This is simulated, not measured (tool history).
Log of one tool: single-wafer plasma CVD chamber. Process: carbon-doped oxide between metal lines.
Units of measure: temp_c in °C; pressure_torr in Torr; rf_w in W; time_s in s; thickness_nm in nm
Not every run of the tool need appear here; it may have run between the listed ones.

run    day  temp_c  pressure_torr  rf_w  time_s  thickness_nm
  1      0     360           5.78   380    15.2        64.863
  2  0.092     360           5.78   430    15.2        71.184
  3  0.379     360           6.17   430    15.2         71.76
  4  0.471     360           6.17   385    15.2        66.113
  5    0.7     362           5.84   370    15.2        63.488
  6  0.933     364           5.58   355    15.2        61.471

What does the tool deliver on the next run?
  7  1.079     365           5.44   340    15.2             ?

Run 7 yielded thickness_nm 58.702 nm.
